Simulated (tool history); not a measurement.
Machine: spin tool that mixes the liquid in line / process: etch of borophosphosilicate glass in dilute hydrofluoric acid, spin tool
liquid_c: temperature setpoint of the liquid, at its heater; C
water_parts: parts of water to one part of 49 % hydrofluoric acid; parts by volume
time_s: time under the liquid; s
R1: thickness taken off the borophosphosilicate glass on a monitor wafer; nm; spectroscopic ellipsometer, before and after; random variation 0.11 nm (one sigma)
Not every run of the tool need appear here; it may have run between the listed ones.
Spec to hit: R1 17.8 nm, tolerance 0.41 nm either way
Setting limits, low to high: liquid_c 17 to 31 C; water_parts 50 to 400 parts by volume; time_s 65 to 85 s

run 1 hour=0 | liquid_c=23 water_parts=225 time_s=85 | R1=11.326
run 2 hour=3.2 | liquid_c=24.5 water_parts=225 time_s=85 | R1=11.948
run 3 hour=8.3 | liquid_c=26.5 water_parts=215 time_s=85 | R1=13.646
run 4 hour=13.1 | liquid_c=29.5 water_parts=215 time_s=85 | R1=15.059
run 5 hour=15.1 | liquid_c=29.5 water_parts=145 time_s=85 | R1=24.223
run 6 hour=23.4 | liquid_c=29.5 water_parts=145 time_s=85 | R1=24.238
run 7 hour=25.9 | liquid_c=27 water_parts=145 time_s=85 | R1=22.177
run 8 hour=30.9 | liquid_c=23 water_parts=150 time_s=85 | R1=18.42

4 next moves are on the table. One of them brings every result within its allowed miss. Which?
run A hour=35.9 | liquid_c=22.5 water_parts=145 time_s=85 | R1=?
run B hour=35.9 | liquid_c=21.5 water_parts=140 time_s=85 | R1=?
run C hour=35.9 | liquid_c=21 water_parts=135 time_s=85 | R1=?
run D hour=35.9 | liquid_c=23 water_parts=130 time_s=70 | R1=?

move=A R1=18.829
move=B R1=18.869
move=C R1=19.297
move=D R1=17.943
A: further off than the last run
B: further off than the last run
C: further off than the last run
D: every result lands within tolerance
Correct choice: D, which meets every target
